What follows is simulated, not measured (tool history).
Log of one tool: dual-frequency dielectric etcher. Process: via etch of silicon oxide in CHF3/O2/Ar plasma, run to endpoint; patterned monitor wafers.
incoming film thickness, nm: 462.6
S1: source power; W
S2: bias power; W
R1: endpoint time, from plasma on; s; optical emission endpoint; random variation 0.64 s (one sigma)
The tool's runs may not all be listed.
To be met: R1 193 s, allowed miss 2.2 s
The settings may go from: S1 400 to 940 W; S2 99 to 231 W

run,hour,S1,S2,R1
1,0,670,165,216.57
2,2.3,730,166,210.44
3,6.4,780,167,204.41
4,9.9,810,168,201.55
5,17.1,830,169,199.05
6,23.2,730,169,208.16
7,27.5,770,170,205.16
8,35.2,810,171,201.2
9,40.9,840,172,196.77
10,42.1,850,172,196.58

Which of these 5 next moves meets every target?
A,43.3,930,182,?
B,43.3,870,174,?
C,43.3,860,193,?
D,43.3,860,198,?
E,43.3,870,189,?

move,R1
A,186.81
B,193.95
C,189.06
D,187.64
E,189.41
A: takes the result that was furthest off past its target
B: meets every target
C: takes the result that was furthest off past its target
D: takes the result that was furthest off past its target
E: takes the result that was furthest off past its target
Answer: B
